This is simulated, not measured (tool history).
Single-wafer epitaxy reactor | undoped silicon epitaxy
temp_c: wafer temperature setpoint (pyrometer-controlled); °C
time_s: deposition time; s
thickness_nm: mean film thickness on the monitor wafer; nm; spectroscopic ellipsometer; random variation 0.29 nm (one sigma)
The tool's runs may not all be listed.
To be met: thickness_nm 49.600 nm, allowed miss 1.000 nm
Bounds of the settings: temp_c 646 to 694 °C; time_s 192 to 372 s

{"run": 1, "hour": 0.0, "temp_c": 670, "time_s": 282, "thickness_nm": 70.159}
{"run": 2, "hour": 1.7, "temp_c": 663, "time_s": 282, "thickness_nm": 59.121}
{"run": 3, "hour": 8.5, "temp_c": 661, "time_s": 282, "thickness_nm": 56.365}
{"run": 4, "hour": 13.8, "temp_c": 669, "time_s": 282, "thickness_nm": 68.864}
{"run": 5, "hour": 17.7, "temp_c": 665, "time_s": 282, "thickness_nm": 62.107}
{"run": 6, "hour": 21.9, "temp_c": 661, "time_s": 282, "thickness_nm": 56.229}
{"run": 7, "hour": 31.0, "temp_c": 661, "time_s": 282, "thickness_nm": 56.468}
{"run": 8, "hour": 31.7, "temp_c": 659, "time_s": 282, "thickness_nm": 53.896}
{"run": 9, "hour": 34.7, "temp_c": 658, "time_s": 282, "thickness_nm": 52.668}
{"run": 10, "hour": 35.6, "temp_c": 657, "time_s": 282, "thickness_nm": 51.084}

4 next moves are on the table. One of them brings every result within its allowed miss. Which?
{"run": "A", "hour": 36.5, "temp_c": 656, "time_s": 295, "thickness_nm": "?"}
{"run": "B", "hour": 36.5, "temp_c": 662, "time_s": 256, "thickness_nm": "?"}
{"run": "C", "hour": 36.5, "temp_c": 659, "time_s": 274, "thickness_nm": "?"}
{"run": "D", "hour": 36.5, "temp_c": 653, "time_s": 300, "thickness_nm": "?"}

move=A thickness_nm=52.272
move=B thickness_nm=52.526
move=C thickness_nm=52.259
move=D thickness_nm=49.359
A: further off than the last run
B: further off than the last run
C: further off than the last run
D: meets every target
The right move is D.
